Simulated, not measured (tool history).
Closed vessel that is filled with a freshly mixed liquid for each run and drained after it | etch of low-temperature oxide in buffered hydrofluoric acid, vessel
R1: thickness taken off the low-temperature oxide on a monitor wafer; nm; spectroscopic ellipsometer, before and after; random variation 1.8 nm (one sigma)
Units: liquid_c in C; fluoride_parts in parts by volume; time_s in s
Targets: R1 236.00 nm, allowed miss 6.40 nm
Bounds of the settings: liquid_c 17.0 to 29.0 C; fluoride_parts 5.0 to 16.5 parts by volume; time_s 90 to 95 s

{"run": 1, "hour": 0.0, "liquid_c": 21.0, "fluoride_parts": 10.0, "time_s": 90, "R1": 149.14}
{"run": 2, "hour": 5.8, "liquid_c": 21.0, "fluoride_parts": 12.0, "time_s": 90, "R1": 125.25}
{"run": 3, "hour": 6.9, "liquid_c": 23.0, "fluoride_parts": 11.5, "time_s": 90, "R1": 145.74}
{"run": 4, "hour": 11.9, "liquid_c": 23.0, "fluoride_parts": 11.5, "time_s": 95, "R1": 153.41}
{"run": 5, "hour": 14.5, "liquid_c": 23.0, "fluoride_parts": 12.5, "time_s": 95, "R1": 143.38}
{"run": 6, "hour": 21.2, "liquid_c": 20.5, "fluoride_parts": 12.5, "time_s": 95, "R1": 124.23}
{"run": 7, "hour": 25.3, "liquid_c": 22.5, "fluoride_parts": 12.0, "time_s": 95, "R1": 145.92}
{"run": 8, "hour": 34.1, "liquid_c": 22.5, "fluoride_parts": 12.0, "time_s": 95, "R1": 144.27}
{"run": 9, "hour": 42.8, "liquid_c": 24.0, "fluoride_parts": 11.5, "time_s": 95, "R1": 161.64}
{"run": 10, "hour": 51.4, "liquid_c": 25.0, "fluoride_parts": 11.0, "time_s": 95, "R1": 179.56}
{"run": 11, "hour": 53.9, "liquid_c": 26.0, "fluoride_parts": 11.0, "time_s": 95, "R1": 186.79}
{"run": 12, "hour": 56.3, "liquid_c": 26.5, "fluoride_parts": 10.5, "time_s": 95, "R1": 203.56}
{"run": 13, "hour": 61.4, "liquid_c": 27.0, "fluoride_parts": 10.5, "time_s": 95, "R1": 207.08}
{"run": 14, "hour": 63.6, "liquid_c": 27.5, "fluoride_parts": 10.5, "time_s": 95, "R1": 213.18}
{"run": 15, "hour": 66.5, "liquid_c": 28.0, "fluoride_parts": 10.5, "time_s": 95, "R1": 219.21}
{"run": 16, "hour": 73.0, "liquid_c": 28.5, "fluoride_parts": 10.5, "time_s": 95, "R1": 226.21}

Which of these 4 next moves meets every target?
{"run": "A", "hour": 79.5, "liquid_c": 29.0, "fluoride_parts": 11.0, "time_s": 90, "R1": "?"}
{"run": "B", "hour": 79.5, "liquid_c": 29.0, "fluoride_parts": 11.0, "time_s": 95, "R1": "?"}
{"run": "C", "hour": 79.5, "liquid_c": 28.5, "fluoride_parts": 10.0, "time_s": 95, "R1": "?"}
{"run": "D", "hour": 79.5, "liquid_c": 24.5, "fluoride_parts": 8.0, "time_s": 90, "R1": "?"}

move=A R1=209.54
move=B R1=221.18
move=C R1=236.33
move=D R1=219.34
A: further off than the last run
B: further off than the last run
C: meets every target
D: further off than the last run
The right move is C.

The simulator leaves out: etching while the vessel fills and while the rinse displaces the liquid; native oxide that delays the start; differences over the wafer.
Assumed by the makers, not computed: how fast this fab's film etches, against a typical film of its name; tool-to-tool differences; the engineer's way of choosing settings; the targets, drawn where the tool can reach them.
